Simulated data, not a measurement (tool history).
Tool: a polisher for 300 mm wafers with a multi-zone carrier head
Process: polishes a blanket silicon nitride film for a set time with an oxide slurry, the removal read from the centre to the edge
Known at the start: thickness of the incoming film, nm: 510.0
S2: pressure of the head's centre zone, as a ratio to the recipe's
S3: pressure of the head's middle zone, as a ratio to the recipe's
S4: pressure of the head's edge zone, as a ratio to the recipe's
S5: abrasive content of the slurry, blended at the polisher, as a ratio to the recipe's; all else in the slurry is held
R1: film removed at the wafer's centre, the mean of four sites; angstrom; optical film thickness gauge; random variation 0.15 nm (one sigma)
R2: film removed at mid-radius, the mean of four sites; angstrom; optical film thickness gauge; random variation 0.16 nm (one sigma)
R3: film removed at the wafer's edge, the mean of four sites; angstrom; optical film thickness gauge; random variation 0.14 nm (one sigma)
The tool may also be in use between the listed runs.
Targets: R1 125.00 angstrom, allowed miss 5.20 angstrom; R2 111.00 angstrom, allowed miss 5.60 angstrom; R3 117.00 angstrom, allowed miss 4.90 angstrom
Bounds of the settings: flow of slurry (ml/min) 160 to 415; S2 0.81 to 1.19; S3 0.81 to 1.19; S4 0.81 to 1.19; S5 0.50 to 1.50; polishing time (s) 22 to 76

Run 1, hour 0.0: flow of slurry (ml/min) 265, S2 1.00, S3 1.00, S4 1.00, S5 1.00, polishing time (s) 49. Result: R1 195.88 angstrom, R2 199.28 angstrom, R3 194.04 angstrom.
Run 2, hour 4.0: flow of slurry (ml/min) 265, S2 1.00, S3 1.00, S4 1.00, S5 1.00, polishing time (s) 59. Result: R1 237.84 angstrom, R2 238.45 angstrom, R3 237.87 angstrom.
Run 3, hour 11.4: flow of slurry (ml/min) 260, S2 1.00, S3 0.97, S4 0.99, S5 0.90, polishing time (s) 55. Result: R1 215.38 angstrom, R2 210.26 angstrom, R3 209.51 angstrom.
Run 4, hour 14.2: flow of slurry (ml/min) 260, S2 1.08, S3 0.97, S4 0.99, S5 0.90, polishing time (s) 55. Result: R1 234.11 angstrom, R2 207.79 angstrom, R3 214.51 angstrom.
Run 5, hour 16.6: flow of slurry (ml/min) 260, S2 1.08, S3 0.97, S4 0.99, S5 1.00, polishing time (s) 55. Result: R1 235.49 angstrom, R2 213.88 angstrom, R3 220.16 angstrom.
Run 6, hour 20.3: flow of slurry (ml/min) 260, S2 1.00, S3 0.97, S4 0.99, S5 1.00, polishing time (s) 55. Result: R1 222.47 angstrom, R2 223.95 angstrom, R3 218.02 angstrom.
Run 7, hour 20.8: flow of slurry (ml/min) 260, S2 1.01, S3 0.97, S4 1.00, S5 0.90, polishing time (s) 51. Result: R1 201.26 angstrom, R2 194.80 angstrom, R3 194.97 angstrom.
Run 8, hour 28.9: flow of slurry (ml/min) 255, S2 0.98, S3 0.90, S4 0.90, S5 0.65, polishing time (s) 37. Result: R1 130.05 angstrom, R2 119.82 angstrom, R3 121.45 angstrom.
Run 9, hour 31.5: flow of slurry (ml/min) 255, S2 0.98, S3 0.89, S4 0.90, S5 0.65, polishing time (s) 37. Result: R1 128.31 angstrom, R2 122.22 angstrom, R3 121.51 angstrom.
Run 10, hour 36.9: flow of slurry (ml/min) 250, S2 0.98, S3 0.88, S4 0.90, S5 0.65, polishing time (s) 37. Result: R1 128.33 angstrom, R2 117.54 angstrom, R3 123.29 angstrom.
Run 11, hour 40.8: flow of slurry (ml/min) 250, S2 0.98, S3 0.88, S4 0.90, S5 0.65, polishing time (s) 37. Result: R1 126.73 angstrom, R2 117.20 angstrom, R3 122.69 angstrom.
Run 12, hour 42.2: flow of slurry (ml/min) 250, S2 0.98, S3 0.88, S4 0.89, S5 0.65, polishing time (s) 37. Result: R1 128.75 angstrom, R2 115.52 angstrom, R3 123.15 angstrom.
Run 13, hour 50.5: flow of slurry (ml/min) 250, S2 0.98, S3 0.88, S4 0.88, S5 0.65, polishing time (s) 37. Result: R1 129.13 angstrom, R2 117.01 angstrom, R3 124.91 angstrom.

4 next moves are on the table. One of them brings every result within its allowed miss. Which?
Run A, hour 58.8: flow of slurry (ml/min) 315, S2 0.92, S3 0.85, S4 0.95, S5 0.55, polishing time (s) 39. Result: R1 ?, R2 ?, R3 ?.
Run B, hour 58.8: flow of slurry (ml/min) 280, S2 0.95, S3 1.02, S4 0.92, S5 0.65, polishing time (s) 35. Result: R1 ?, R2 ?, R3 ?.
Run C, hour 58.8: flow of slurry (ml/min) 415, S2 1.11, S3 1.12, S4 1.08, S5 0.50, polishing time (s) 33. Result: R1 ?, R2 ?, R3 ?.
Run D, hour 58.8: flow of slurry (ml/min) 205, S2 1.01, S3 0.88, S4 0.89, S5 0.85, polishing time (s) 33. Result: R1 ?, R2 ?, R3 ?.

move      R1      R2      R3
   A  123.38  119.96  129.75
   B  118.26  129.78  118.87
   C  125.45  127.48  115.49
   D  121.96  112.10  115.89
A: further off than the last run
B: brings the result that was furthest off to its target, and leaves another outside
C: brings the result that was furthest off to its target, and leaves another outside
D: meets every target
Move D is the one to make.

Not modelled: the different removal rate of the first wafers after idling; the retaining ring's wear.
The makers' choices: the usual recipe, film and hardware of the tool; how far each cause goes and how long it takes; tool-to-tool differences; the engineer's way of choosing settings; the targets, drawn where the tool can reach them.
